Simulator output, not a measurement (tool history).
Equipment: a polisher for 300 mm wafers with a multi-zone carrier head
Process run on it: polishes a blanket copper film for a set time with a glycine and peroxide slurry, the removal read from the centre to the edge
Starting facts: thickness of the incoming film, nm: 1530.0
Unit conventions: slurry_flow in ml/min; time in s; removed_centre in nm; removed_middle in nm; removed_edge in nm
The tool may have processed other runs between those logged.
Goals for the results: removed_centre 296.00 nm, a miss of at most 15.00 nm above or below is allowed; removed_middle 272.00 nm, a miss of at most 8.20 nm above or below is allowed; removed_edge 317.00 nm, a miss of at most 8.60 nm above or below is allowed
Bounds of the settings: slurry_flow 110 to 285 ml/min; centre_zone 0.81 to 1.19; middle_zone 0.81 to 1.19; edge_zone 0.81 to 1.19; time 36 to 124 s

run,day,slurry_flow,centre_zone,middle_zone,edge_zone,time,removed_centre,removed_middle,removed_edge
1,0.000,180,1.00,1.00,1.00,79,330.85,331.76,339.43
2,0.088,225,1.00,1.00,1.00,79,355.94,342.67,348.50
3,0.346,225,1.00,1.00,1.04,79,353.55,346.48,356.41
4,0.592,225,1.06,1.00,1.04,79,374.97,345.48,352.42
5,0.925,225,1.06,0.94,1.04,79,360.44,323.96,349.89
6,0.979,225,1.13,0.94,1.04,79,396.17,321.74,351.05
7,1.196,175,1.03,0.84,1.00,76,330.68,274.14,329.59
8,1.233,170,1.02,0.84,1.00,76,330.65,272.96,320.61
9,1.429,160,0.92,0.85,1.07,76,288.37,274.20,330.27
10,1.742,160,0.92,0.85,1.06,76,289.10,276.28,328.07
11,1.962,160,0.92,0.85,1.05,76,293.31,272.84,328.29

Pick the move, out of 4, that brings all results within their allowed miss; only one does.
A,2.183,185,0.94,0.93,1.01,73,?,?,?
B,2.183,200,1.03,0.82,1.05,75,?,?,?
C,2.183,125,0.87,0.93,1.10,80,?,?,?
D,2.183,150,1.02,0.93,1.14,71,?,?,?

move,removed_centre,removed_middle,removed_edge
A,295.22,294.98,314.84
B,337.06,276.49,333.26
C,271.92,297.05,338.76
D,297.93,275.36,315.92
A: brings the result that was furthest off to its target, and leaves another outside
B: moves away from the targets compared with the last run
C: moves away from the targets compared with the last run
D: all results in spec
Move D is the one to make.
